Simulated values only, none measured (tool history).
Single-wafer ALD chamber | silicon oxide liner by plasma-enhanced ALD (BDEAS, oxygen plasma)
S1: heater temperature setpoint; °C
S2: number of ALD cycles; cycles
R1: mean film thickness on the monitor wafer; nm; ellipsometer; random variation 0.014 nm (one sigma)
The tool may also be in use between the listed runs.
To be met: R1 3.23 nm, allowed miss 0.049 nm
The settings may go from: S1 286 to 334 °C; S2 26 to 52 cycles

run	hour	S1	S2	R1
1	0	310	39	3.5009
2	4.3	310	34	3.0546
3	9.4	319	34	3.0088
4	11.3	323	34	3.0268
5	12.6	331	34	2.9545
6	17.4	331	31	2.6957
7	22.1	328	32	2.8106
8	26.5	328	32	2.802
9	27.5	326	33	2.9126
10	33.9	324	34	3.007
11	34.9	323	34	3.0162
12	38.8	322	34	2.9997
13	42.5	321	34	3.0278
14	50.9	319	34	3.0002
15	56.9	319	38	3.3821
16	61.7	320	37	3.2803
17	65.1	320	37	3.3121

Which of these 5 next moves meets every target?
A	68.5	332	37	?
B	68.5	321	38	?
C	68.5	316	39	?
D	68.5	316	38	?
E	68.5	320	39	?

move	R1
A	3.2152
B	3.3615
C	3.4777
D	3.3885
E	3.4555
A: meets every target
B: further off than the last run
C: further off than the last run
D: further off than the last run
E: further off than the last run
The right move is A.

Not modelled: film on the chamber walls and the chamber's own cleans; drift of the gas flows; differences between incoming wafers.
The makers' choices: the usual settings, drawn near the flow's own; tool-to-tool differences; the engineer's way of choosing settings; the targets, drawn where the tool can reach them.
